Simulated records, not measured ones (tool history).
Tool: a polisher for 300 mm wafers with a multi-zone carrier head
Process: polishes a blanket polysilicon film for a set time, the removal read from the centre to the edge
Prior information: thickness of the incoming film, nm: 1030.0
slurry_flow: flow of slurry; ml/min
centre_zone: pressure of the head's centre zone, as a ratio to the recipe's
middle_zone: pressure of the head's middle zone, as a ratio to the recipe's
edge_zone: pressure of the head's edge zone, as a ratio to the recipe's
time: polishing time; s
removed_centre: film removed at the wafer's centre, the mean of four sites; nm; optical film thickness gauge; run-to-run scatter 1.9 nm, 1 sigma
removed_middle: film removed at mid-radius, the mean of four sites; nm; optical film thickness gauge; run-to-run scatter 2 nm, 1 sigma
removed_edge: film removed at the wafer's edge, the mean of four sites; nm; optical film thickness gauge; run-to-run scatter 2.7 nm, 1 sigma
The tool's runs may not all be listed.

run    day  slurry_flow  centre_zone  middle_zone  edge_zone  time  removed_centre  removed_middle  removed_edge
  1      0          220            1            1          1    50          295.53          300.59        309.12
  2  0.067          210         0.98            1       0.99    50          282.76          294.81        304.88
  3  0.404          250         0.98            1       0.99    50          292.16          308.34        315.61
  4  0.592          235         0.97         1.01       0.98    50          291.24          307.04        306.75
  5  0.817          235         0.97         1.01       0.98    41          238.85          249.04        256.31
  6  1.192          250         0.97         1.03          1    41          238.37          257.11        256.14
  7  1.479          260         0.97         1.03       1.02    42          245.63          263.75        266.96
  8  1.646          270         0.97         1.04       1.03    42           248.6          269.58        271.66

What will run 9 give?
  9  1.767          280         0.97         1.05       1.04    42               ?               ?             ?

removed_centre: 248.74 nm
removed_middle: 270.9 nm
removed_edge: 273.4 nm

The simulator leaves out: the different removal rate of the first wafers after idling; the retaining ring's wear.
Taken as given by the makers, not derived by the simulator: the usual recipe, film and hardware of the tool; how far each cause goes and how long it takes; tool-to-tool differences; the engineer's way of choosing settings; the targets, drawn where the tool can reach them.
